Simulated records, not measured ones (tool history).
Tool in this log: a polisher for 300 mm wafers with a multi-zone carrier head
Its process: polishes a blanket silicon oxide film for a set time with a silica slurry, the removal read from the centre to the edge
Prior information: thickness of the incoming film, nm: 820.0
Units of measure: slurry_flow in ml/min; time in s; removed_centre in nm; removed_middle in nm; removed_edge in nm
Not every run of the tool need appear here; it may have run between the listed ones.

run  hour  slurry_flow  centre_zone  middle_zone  edge_zone  slurry_solids  time  removed_centre  removed_middle  removed_edge
  1   0.0          275         1.00         1.00       1.00           1.00    62          157.82          155.59        154.30
  2   7.2          285         1.03         1.00       1.04           1.05    62          165.92          155.63        160.65
  3  13.0          250         1.03         1.00       1.04           1.05    62          164.43          155.28        161.56
  4  19.1          250         1.03         1.08       1.04           1.05    62          163.37          165.59        158.68
  5  21.3          250         1.06         1.08       1.06           1.15    62          174.08          170.68        164.67
  6  23.8          250         1.06         1.08       0.99           1.15    62          173.74          177.08        158.55
  7  27.7          250         1.08         1.07       1.03           1.20    62          182.84          171.58        165.51

Forecast run 8:
  8  36.6          250         1.09         1.08       1.06           1.25    62               ?               ?             ?

{"run 8": {"removed_centre": 183.33, "removed_middle": 177.07, "removed_edge": 170.63}}
